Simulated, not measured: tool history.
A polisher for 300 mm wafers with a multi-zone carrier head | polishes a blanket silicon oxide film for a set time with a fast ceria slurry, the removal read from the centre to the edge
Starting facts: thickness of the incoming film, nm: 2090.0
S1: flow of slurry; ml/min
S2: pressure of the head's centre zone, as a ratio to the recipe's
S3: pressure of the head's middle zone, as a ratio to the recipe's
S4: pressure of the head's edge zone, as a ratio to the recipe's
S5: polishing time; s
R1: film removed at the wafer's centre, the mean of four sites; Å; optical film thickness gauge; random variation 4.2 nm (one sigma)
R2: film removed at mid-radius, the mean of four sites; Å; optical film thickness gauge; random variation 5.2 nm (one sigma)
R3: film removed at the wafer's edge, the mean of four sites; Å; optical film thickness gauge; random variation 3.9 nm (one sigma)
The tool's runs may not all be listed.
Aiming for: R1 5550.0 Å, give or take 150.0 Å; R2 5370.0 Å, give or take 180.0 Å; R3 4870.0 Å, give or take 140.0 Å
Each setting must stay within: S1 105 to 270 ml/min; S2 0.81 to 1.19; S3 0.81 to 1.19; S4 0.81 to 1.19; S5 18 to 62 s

| run | hour | S1 | S2 | S3 | S4 | S5 | R1 | R2 | R3 |
|---|---|---|---|---|---|---|---|---|---|
| 1 | 0.0 | 175 | 1.00 | 1.00 | 1.00 | 40 | 7327.8 | 7368.3 | 7081.0 |
| 2 | 4.3 | 210 | 1.00 | 1.00 | 1.00 | 40 | 7479.7 | 7476.6 | 7383.2 |
| 3 | 10.8 | 185 | 1.00 | 0.98 | 0.94 | 37 | 6788.2 | 6720.9 | 6567.2 |
| 4 | 11.8 | 185 | 1.04 | 0.98 | 0.94 | 37 | 7020.7 | 6714.8 | 6509.9 |
| 5 | 15.8 | 210 | 1.04 | 0.98 | 0.94 | 37 | 7136.1 | 6696.2 | 6639.6 |
| 6 | 23.6 | 190 | 1.04 | 0.98 | 0.90 | 35 | 6738.6 | 6403.0 | 6001.3 |
| 7 | 27.6 | 175 | 1.03 | 0.97 | 0.87 | 34 | 6347.1 | 6032.4 | 5783.7 |
| 8 | 35.1 | 165 | 1.03 | 0.98 | 0.85 | 33 | 6114.3 | 5906.5 | 5511.8 |
| 9 | 38.5 | 125 | 1.04 | 0.98 | 0.81 | 30 | 5323.0 | 5092.5 | 4754.9 |
| 10 | 39.1 | 130 | 1.04 | 0.99 | 0.81 | 30 | 5312.7 | 5130.5 | 4767.3 |

Which single option among these 4 for the next run brings every result within its allowed miss of target? Just one does.
| A | 39.7 | 125 | 0.96 | 0.97 | 0.82 | 32 | ? | ? | ? |
| B | 39.7 | 130 | 1.07 | 1.03 | 0.84 | 30 | ? | ? | ? |
| C | 39.7 | 135 | 0.99 | 1.09 | 0.82 | 30 | ? | ? | ? |
| D | 39.7 | 140 | 0.91 | 1.01 | 0.81 | 32 | ? | ? | ? |

| move | R1 | R2 | R3 |
|---|---|---|---|
| A | 5170.8 | 5300.4 | 5188.5 |
| B | 5454.7 | 5262.3 | 4933.4 |
| C | 5085.3 | 5562.6 | 4905.2 |
| D | 5016.0 | 5599.0 | 5235.9 |
A: its largest miss is bigger than the last run's
B: all results land within tolerance of their targets
C: its largest miss is bigger than the last run's
D: its largest miss is bigger than the last run's
B is the move that brings every result within its allowed miss.
